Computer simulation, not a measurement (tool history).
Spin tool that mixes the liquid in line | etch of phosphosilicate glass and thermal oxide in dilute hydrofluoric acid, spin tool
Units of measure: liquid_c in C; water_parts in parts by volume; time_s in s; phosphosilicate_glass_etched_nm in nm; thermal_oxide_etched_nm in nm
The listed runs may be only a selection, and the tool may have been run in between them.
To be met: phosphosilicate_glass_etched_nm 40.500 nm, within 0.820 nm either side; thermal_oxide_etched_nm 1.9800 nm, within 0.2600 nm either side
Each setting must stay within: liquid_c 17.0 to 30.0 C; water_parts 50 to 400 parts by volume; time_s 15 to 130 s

run  hour  liquid_c  water_parts  time_s  phosphosilicate_glass_etched_nm  thermal_oxide_etched_nm
  1   0.0      22.0          225      65                           22.789                   1.1756
  2   1.6      21.0          225      65                           22.028                   1.1042
  3   4.7      23.0          210      65                           25.678                   1.2318
  4  13.6      21.0          210      65                           23.877                   1.1548
  5  14.3      17.5          210      65                           20.821                   1.0088
  6  16.9      17.5          210      90                           28.719                   1.4324
  7  23.7      19.5          210      90                           31.381                   1.6006
  8  26.7      21.0          210      90                           32.978                   1.6474
  9  30.7      25.0          205      90                           39.494                   1.8740

Which one of the following 4 next-run settings gets every result inside its allowed miss? There is exactly one.
  A  34.7      25.0          235     110                                ?                        ?
  B  34.7      24.5          205      90                                ?                        ?
  C  34.7      24.0          220     100                                ?                        ?
  D  34.7      22.5          150      65                                ?                        ?

move  phosphosilicate_glass_etched_nm  thermal_oxide_etched_nm
   A                           41.117                   1.9655
   B                           39.108                   1.8695
   C                           39.126                   1.8704
   D                           38.012                   1.8171
A: every result lands within tolerance
B: the biggest miss grows against the last run
C: the biggest miss grows against the last run
D: the biggest miss grows against the last run
Move A is the one to make.

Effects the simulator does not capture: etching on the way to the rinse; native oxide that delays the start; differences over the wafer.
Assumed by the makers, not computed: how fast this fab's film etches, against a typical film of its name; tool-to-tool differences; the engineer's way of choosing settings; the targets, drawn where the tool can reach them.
